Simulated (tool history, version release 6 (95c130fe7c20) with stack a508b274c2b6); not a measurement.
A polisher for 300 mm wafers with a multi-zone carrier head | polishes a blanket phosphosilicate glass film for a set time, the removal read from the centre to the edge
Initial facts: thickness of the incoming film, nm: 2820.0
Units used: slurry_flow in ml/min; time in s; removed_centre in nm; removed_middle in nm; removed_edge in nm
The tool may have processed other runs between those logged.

Run 1, hour 0.0: slurry_flow 190 ml/min, centre_zone 1.00, middle_zone 1.00, edge_zone 1.00, slurry_solids 1.00, time 38 s. Result: removed_centre 217.08 nm, removed_middle 217.20 nm, removed_edge 213.04 nm.
Run 2, hour 4.8: slurry_flow 175 ml/min, centre_zone 1.00, middle_zone 1.00, edge_zone 1.00, slurry_solids 1.00, time 38 s. Result: removed_centre 222.93 nm, removed_middle 217.07 nm, removed_edge 212.96 nm.
Run 3, hour 11.3: slurry_flow 180 ml/min, centre_zone 0.98, middle_zone 0.99, edge_zone 0.99, slurry_solids 1.00, time 38 s. Result: removed_centre 215.71 nm, removed_middle 215.15 nm, removed_edge 212.38 nm.
Run 4, hour 18.3: slurry_flow 185 ml/min, centre_zone 0.96, middle_zone 0.99, edge_zone 0.98, slurry_solids 0.95, time 38 s. Result: removed_centre 207.52 nm, removed_middle 206.20 nm, removed_edge 204.47 nm.
Run 5, hour 20.8: slurry_flow 190 ml/min, centre_zone 0.94, middle_zone 1.00, edge_zone 0.99, slurry_solids 0.95, time 38 s. Result: removed_centre 206.64 nm, removed_middle 209.91 nm, removed_edge 206.68 nm.
At hour 22.7: worn pad replaced by a new one.
Run 6, hour 22.7: slurry_flow 190 ml/min, centre_zone 0.94, middle_zone 0.93, edge_zone 0.99, slurry_solids 0.95, time 38 s. Result: removed_centre 232.03 nm, removed_middle 223.77 nm, removed_edge 235.47 nm.
Run 7, hour 27.0: slurry_flow 185 ml/min, centre_zone 0.93, middle_zone 0.94, edge_zone 1.00, slurry_solids 0.95, time 38 s. Result: removed_centre 229.53 nm, removed_middle 227.78 nm, removed_edge 236.90 nm.
Run 8, hour 28.8: slurry_flow 180 ml/min, centre_zone 0.92, middle_zone 0.95, edge_zone 1.00, slurry_solids 0.90, time 38 s. Result: removed_centre 217.41 nm, removed_middle 221.55 nm, removed_edge 228.86 nm.
Run 9, hour 33.7: slurry_flow 180 ml/min, centre_zone 0.91, middle_zone 0.95, edge_zone 0.99, slurry_solids 0.85, time 38 s. Result: removed_centre 207.55 nm, removed_middle 211.86 nm, removed_edge 216.18 nm.
Run 10, hour 41.0: slurry_flow 175 ml/min, centre_zone 0.90, middle_zone 0.95, edge_zone 0.99, slurry_solids 0.80, time 38 s. Result: removed_centre 193.95 nm, removed_middle 201.81 nm, removed_edge 205.03 nm.
Run 11, hour 48.3: slurry_flow 170 ml/min, centre_zone 0.89, middle_zone 0.95, edge_zone 0.99, slurry_solids 0.80, time 38 s. Result: removed_centre 199.32 nm, removed_middle 201.20 nm, removed_edge 208.80 nm.
Run 12, hour 50.7: slurry_flow 170 ml/min, centre_zone 0.88, middle_zone 0.96, edge_zone 1.00, slurry_solids 0.80, time 38 s. Result: removed_centre 189.95 nm, removed_middle 202.82 nm, removed_edge 207.47 nm.
Run 13, hour 57.5: slurry_flow 165 ml/min, centre_zone 0.88, middle_zone 0.96, edge_zone 1.00, slurry_solids 0.80, time 38 s. Result: removed_centre 197.22 nm, removed_middle 202.43 nm, removed_edge 206.49 nm.
Run 14, hour 66.5: slurry_flow 170 ml/min, centre_zone 0.87, middle_zone 0.96, edge_zone 1.00, slurry_solids 0.80, time 38 s. Result: removed_centre 191.50 nm, removed_middle 201.97 nm, removed_edge 208.85 nm.

Predict the results of run 15:
Run 15, hour 68.2: slurry_flow 165 ml/min, centre_zone 0.86, middle_zone 0.97, edge_zone 1.00, slurry_solids 0.80, time 38 s. Result: removed_centre ?, removed_middle ?, removed_edge ?.

{"run 15": {"removed_centre": 192.57, "removed_middle": 203.59, "removed_edge": 206.57}}

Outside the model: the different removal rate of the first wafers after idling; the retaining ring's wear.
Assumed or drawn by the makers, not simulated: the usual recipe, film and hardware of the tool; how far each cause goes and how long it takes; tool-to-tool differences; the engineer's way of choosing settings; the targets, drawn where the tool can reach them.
